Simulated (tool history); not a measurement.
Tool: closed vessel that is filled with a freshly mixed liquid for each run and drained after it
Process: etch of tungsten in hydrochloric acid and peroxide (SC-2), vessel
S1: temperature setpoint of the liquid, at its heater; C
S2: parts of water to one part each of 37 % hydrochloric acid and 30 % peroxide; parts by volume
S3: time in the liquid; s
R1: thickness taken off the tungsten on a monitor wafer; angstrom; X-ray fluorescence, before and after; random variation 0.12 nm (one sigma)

| run | hour | S1 | S2 | S3 | R1 |
|---|---|---|---|---|---|
| 1 | 0 | 49 | 6 | 105 | 235.67 |
| 2 | 9.1 | 49 | 7.5 | 105 | 200.17 |
| 3 | 14.7 | 49 | 9 | 105 | 171.02 |
| 4 | 15.9 | 48.5 | 9 | 105 | 165.82 |
| 5 | 17.7 | 53.5 | 9 | 105 | 232.31 |
| 6 | 19.3 | 58.5 | 9 | 105 | 318.55 |
| 7 | 27.7 | 56.5 | 9 | 105 | 282.44 |

Run 8 comes next. What will it give?
| 8 | 29.6 | 54.5 | 9 | 105 | ? |

R1: 247.62 angstrom
